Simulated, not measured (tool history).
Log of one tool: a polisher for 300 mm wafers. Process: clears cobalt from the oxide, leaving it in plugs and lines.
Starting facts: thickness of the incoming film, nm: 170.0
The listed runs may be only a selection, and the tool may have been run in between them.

run	hour	flow of slurry (ml/min)	pressure of the wafer on the pad (psi)	speed of the pad under the wafer (m/s)	overpolish time after the end point (s)	time until the end point was called (s)	dishing of a wide line in a test structure (angstrom)
1	0	305	1.5	1.04	15	39.291	416.35
2	8.8	305	1.3	0.98	16	47.789	400.27
3	16.1	305	1.3	0.9	16	51.439	369.55
4	19.9	305	1.3	0.9	13	51.7	316.67
5	26.7	305	1.3	1	13	46.757	346.71
6	34.9	305	1.1	0.96	14	56.935	310.4
7	38.6	305	1	0.94	16	64.607	317.52
8	42.7	305	1	0.94	16	63.65	318.08
9	49.4	305	0.9	0.94	17	72.349	308.89

Predict the results of run 10:
10	50.6	305	0.9	0.94	18	?	?

{"run 10": {"time until the end point was called (s)": 70.841, "dishing of a wide line in a test structure (angstrom)": 323.32}}
